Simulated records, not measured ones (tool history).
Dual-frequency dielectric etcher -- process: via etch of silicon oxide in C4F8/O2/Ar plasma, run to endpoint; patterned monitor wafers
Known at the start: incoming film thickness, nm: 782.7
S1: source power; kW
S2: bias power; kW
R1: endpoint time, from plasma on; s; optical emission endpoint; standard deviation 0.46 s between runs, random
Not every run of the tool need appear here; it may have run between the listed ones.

run,hour,S1,S2,R1
1,0,1.89,1.907,171.4
2,3.8,2,1.927,164.99
3,8.2,1.68,1.927,181.67
4,15.9,1.68,1.73,190
5,16.6,1.81,1.739,180.87
6,21.2,1.81,1.418,195.56
7,23.1,1.93,1.468,186.81
8,26.2,2.03,1.51,179.12
9,33.7,2.41,1.834,152.28
10,37.2,2.44,1.836,151.31

What does the tool deliver on the next run?
11,40.3,2.46,1.838,?

{"run 11": {"R1": 149.99}}
